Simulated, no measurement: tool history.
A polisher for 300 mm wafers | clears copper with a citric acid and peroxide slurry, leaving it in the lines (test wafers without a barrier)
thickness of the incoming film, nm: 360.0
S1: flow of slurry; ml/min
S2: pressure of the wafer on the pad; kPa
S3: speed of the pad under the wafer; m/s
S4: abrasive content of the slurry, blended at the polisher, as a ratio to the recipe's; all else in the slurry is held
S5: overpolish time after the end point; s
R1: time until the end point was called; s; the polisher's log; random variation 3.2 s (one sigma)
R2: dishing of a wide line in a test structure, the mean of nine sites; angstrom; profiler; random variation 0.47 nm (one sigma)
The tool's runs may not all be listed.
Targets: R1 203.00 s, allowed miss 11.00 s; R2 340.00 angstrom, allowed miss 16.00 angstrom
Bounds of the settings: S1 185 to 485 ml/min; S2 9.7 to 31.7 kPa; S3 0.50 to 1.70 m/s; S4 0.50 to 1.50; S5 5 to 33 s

run,day,S1,S2,S3,S4,S5,R1,R2
1,0.000,310,20.7,1.10,1.00,17,184.31,234.59
2,0.083,310,20.0,1.10,1.00,20,189.40,267.69
3,0.333,310,19.3,1.10,1.00,22,195.17,273.21
4,0.546,310,19.3,1.08,1.00,24,197.95,292.33
5,0.696,310,19.3,1.08,1.00,25,196.64,308.24
6,0.971,310,19.3,1.08,1.00,21,198.74,261.97
7,1.042,310,19.3,1.08,1.00,23,197.52,285.68
8,1.412,310,19.3,1.08,1.00,25,203.89,299.63

Which of these 5 next moves meets every target?
A,1.783,315,17.9,1.12,1.00,21,?,?
B,1.783,285,17.9,1.10,1.05,22,?,?
C,1.783,310,21.4,0.96,0.95,29,?,?
D,1.783,300,21.4,1.04,0.80,22,?,?
E,1.783,265,21.4,1.00,1.00,21,?,?

move,R1,R2
A,204.15,248.21
B,206.67,255.87
C,202.06,333.81
D,197.15,268.21
E,195.49,259.34
A: further off than the last run
B: further off than the last run
C: meets every target
D: further off than the last run
E: further off than the last run
Answer: C
